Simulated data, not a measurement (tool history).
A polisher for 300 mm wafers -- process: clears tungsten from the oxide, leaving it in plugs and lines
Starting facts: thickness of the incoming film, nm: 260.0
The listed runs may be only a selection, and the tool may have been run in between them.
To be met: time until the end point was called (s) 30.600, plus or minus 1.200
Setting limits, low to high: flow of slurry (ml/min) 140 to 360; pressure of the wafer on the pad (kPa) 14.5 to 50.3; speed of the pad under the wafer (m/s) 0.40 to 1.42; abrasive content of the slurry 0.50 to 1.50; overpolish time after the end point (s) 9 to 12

run  hour  flow of slurry (ml/min)  pressure of the wafer on the pad (kPa)  speed of the pad under the wafer (m/s)  abrasive content of the slurry  overpolish time after the end point (s)  time until the end point was called (s)
  1   0.0                      230                                    32.4                                    0.90                            1.00                                       12                                   40.198
  2   6.5                      180                                    32.4                                    0.90                            1.00                                       12                                   42.593
  3   7.7                      200                                    34.5                                    0.90                            1.00                                       12                                   38.206
  4  15.3                      235                                    34.5                                    0.90                            1.00                                       12                                   37.879
  5  16.5                      235                                    34.5                                    0.90                            1.10                                       12                                   36.721
  6  22.1                      240                                    35.9                                    0.90                            1.10                                       12                                   35.619
  7  25.0                      245                                    37.2                                    0.90                            1.10                                       12                                   33.508
  8  30.9                      250                                    37.9                                    0.90                            1.10                                       12                                   33.464
  9  39.1                      250                                    38.6                                    0.90                            1.10                                       12                                   33.034
 10  39.6                      255                                    39.3                                    0.90                            1.10                                       12                                   31.877

Exactly one of the 5 candidate moves below puts every result within its allowed miss. Which one?
  A  40.1                      335                                    33.1                                    1.18                            1.20                                        9                                        ?
  B  40.1                      265                                    42.7                                    0.96                            1.15                                       12                                        ?
  C  40.1                      215                                    50.3                                    0.82                            0.85                                       12                                        ?
  D  40.1                      255                                    50.3                                    0.82                            1.20                                        9                                        ?
  E  40.1                      270                                    29.6                                    1.10                            1.20                                        9                                        ?

move  time until the end point was called (s)
   A                                   27.146
   B                                   26.935
   C                                   30.364
   D                                   26.466
   E                                   32.687
A: carries the result that was furthest off beyond its target, to the other side
B: carries the result that was furthest off beyond its target, to the other side
C: all results land within tolerance of their targets
D: carries the result that was furthest off beyond its target, to the other side
E: misses by more than the last run did
Go with C: it meets all targets.
